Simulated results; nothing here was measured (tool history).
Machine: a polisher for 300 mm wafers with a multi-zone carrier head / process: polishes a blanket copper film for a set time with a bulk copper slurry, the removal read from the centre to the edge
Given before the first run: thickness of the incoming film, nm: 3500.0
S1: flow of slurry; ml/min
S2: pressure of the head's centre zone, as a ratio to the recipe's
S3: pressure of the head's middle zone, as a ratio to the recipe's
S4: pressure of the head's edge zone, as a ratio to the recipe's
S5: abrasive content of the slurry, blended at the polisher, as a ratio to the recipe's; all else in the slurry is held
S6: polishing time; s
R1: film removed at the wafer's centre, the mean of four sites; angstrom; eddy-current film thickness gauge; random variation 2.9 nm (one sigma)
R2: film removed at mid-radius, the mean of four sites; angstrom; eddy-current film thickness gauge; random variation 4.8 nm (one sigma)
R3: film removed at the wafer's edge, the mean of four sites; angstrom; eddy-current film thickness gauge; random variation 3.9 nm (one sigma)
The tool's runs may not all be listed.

Run 1, day 0: S1 180 ml/min, S2 1, S3 1, S4 1, S5 1, S6 56 s. Result: R1 4013.7 angstrom, R2 4125.5 angstrom, R3 4111 angstrom.
Run 2, day 0.262: S1 180 ml/min, S2 1, S3 0.92, S4 1, S5 1, S6 56 s. Result: R1 4018.5 angstrom, R2 3855.3 angstrom, R3 4110.9 angstrom.
Run 3, day 0.425: S1 180 ml/min, S2 1, S3 0.92, S4 1, S5 1.15, S6 56 s. Result: R1 4077.8 angstrom, R2 3872.7 angstrom, R3 4207.2 angstrom.
Run 4, day 0.679: S1 180 ml/min, S2 1, S3 0.92, S4 1, S5 1.25, S6 56 s. Result: R1 4138.1 angstrom, R2 3925.7 angstrom, R3 4273.4 angstrom.
Run 5, day 0.842: S1 190 ml/min, S2 1, S3 0.96, S4 0.98, S5 1.25, S6 56 s. Result: R1 4213.7 angstrom, R2 4127.2 angstrom, R3 4280.3 angstrom.
Run 6, day 1.108: S1 190 ml/min, S2 1, S3 0.96, S4 0.98, S5 1.25, S6 64 s. Result: R1 4744.2 angstrom, R2 4764.6 angstrom, R3 4873 angstrom.
Run 7, day 1.267: S1 180 ml/min, S2 1, S3 0.98, S4 0.95, S5 1.2, S6 64 s. Result: R1 4682.6 angstrom, R2 4792.1 angstrom, R3 4780.8 angstrom.

What does the tool deliver on the next run?
Run 8, day 1.358: S1 175 ml/min, S2 1, S3 1, S4 0.93, S5 1.15, S6 64 s. Result: R1 ?, R2 ?, R3 ?.

{"run 8": {"R1": 4688.6, "R2": 4809.3, "R3": 4551.9}}

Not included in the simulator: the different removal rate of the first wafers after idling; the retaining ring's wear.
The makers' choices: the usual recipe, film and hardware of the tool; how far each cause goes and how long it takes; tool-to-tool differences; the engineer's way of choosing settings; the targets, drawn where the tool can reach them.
